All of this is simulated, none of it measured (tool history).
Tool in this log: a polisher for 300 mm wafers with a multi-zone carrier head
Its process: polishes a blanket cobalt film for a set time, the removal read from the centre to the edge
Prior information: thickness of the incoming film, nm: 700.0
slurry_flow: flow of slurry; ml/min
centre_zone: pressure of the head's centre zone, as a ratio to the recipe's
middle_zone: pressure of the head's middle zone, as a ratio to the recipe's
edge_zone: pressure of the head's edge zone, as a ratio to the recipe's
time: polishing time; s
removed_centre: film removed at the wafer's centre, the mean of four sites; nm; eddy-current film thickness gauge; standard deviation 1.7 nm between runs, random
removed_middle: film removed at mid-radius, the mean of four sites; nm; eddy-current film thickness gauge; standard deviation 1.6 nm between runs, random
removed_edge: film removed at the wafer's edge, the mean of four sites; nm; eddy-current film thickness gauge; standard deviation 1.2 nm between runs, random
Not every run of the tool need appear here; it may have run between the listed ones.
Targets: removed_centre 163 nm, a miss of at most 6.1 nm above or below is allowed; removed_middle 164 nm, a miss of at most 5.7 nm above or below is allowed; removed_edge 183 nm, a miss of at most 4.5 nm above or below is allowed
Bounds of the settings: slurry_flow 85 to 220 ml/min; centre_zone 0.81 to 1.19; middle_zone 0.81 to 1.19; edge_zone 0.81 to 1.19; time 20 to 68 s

run  hour  slurry_flow  centre_zone  middle_zone  edge_zone  time  removed_centre  removed_middle  removed_edge
  1     0          140            1            1          1    44          270.57          266.09        268.96
  2   6.1          140            1            1          1    33          200.48          199.97         204.5
  3  14.3          110            1            1          1    33          188.87          185.82        193.51
  4  20.7          110            1         0.96          1    33          190.74          180.74        193.55
  5  24.6          110            1         0.96       0.96    33          190.76          184.39        190.51
  6  27.4          110            1         0.96       0.96    27          155.03           149.5        156.07
  7  29.4          120         0.99         0.96       0.98    27          156.35          152.17        160.56
  8  37.8          130         0.99         0.97       1.01    27          161.12          156.73        164.93

Which single option among these 5 for the next run brings every result within its allowed miss of target? Just one does.
  A  46.2          125         0.95         0.97       1.02    29               ?               ?             ?
  B  46.2          125         1.02         0.94       1.12    27               ?               ?             ?
  C  46.2          115         0.96         0.98       1.12    29               ?               ?             ?
  D  46.2          125            1         0.83       1.08    29               ?               ?             ?
  E  46.2          115         0.96         0.95       1.07    28               ?               ?             ?

move  removed_centre  removed_middle  removed_edge
   A          165.59          167.28        176.28
   B          165.59          151.86        172.03
   C          163.31          165.02        181.94
   D          174.22          148.16        181.66
   E          157.65          155.48        171.73
A: moves toward the targets from the last run without getting all of them in spec
B: moves toward the targets from the last run without getting all of them in spec
C: in spec on every target
D: gets the furthest-off result to its target, but another result is out of tolerance
E: moves toward the targets from the last run without getting all of them in spec
Answer: C
